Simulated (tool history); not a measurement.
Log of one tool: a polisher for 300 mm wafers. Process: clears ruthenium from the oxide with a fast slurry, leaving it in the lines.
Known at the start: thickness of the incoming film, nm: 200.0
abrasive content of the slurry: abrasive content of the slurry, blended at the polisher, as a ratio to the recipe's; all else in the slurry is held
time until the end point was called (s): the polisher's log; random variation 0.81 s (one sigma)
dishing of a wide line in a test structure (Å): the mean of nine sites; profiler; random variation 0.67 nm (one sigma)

run    day  flow of slurry (ml/min)  pressure of the wafer on the pad (kPa)  speed of the pad under the wafer (cm/s)  abrasive content of the slurry  overpolish time after the end point (s)  time until the end point was called (s)  dishing of a wide line in a test structure (Å)
  1  0.000                      315                                    20.7                                       90                            1.00                                       26                                   43.430                                          812.20
  2  0.129                      315                                    20.7                                       90                            0.85                                       26                                   47.910                                          741.47
  3  0.500                      325                                    20.7                                       90                            0.80                                       23                                   47.643                                          660.44
  4  0.742                      355                                    20.7                                       90                            0.80                                       23                                   48.509                                          635.34
  5  0.783                      380                                    20.0                                       90                            0.80                                       20                                   50.506                                          585.35
  6  1.146                      380                                    20.0                                       80                            0.80                                       20                                   52.980                                          542.31
  7  1.208                      400                                    20.7                                       74                            0.80                                       18                                   54.999                                          479.53
  8  1.429                      415                                    21.4                                       70                            0.80                                       16                                   55.277                                          445.59
  9  1.658                      430                                    22.1                                       66                            0.80                                       15                                   55.090                                          406.27
 10  1.879                      430                                    22.1                                       66                            0.80                                       15                                   54.168                                          409.60

Forecast run 11:
 11  2.125                      440                                    22.1                                       64                            0.80                                       14                                        ?                                               ?

time until the end point was called (s): 55.382
dishing of a wide line in a test structure (Å): 384.58
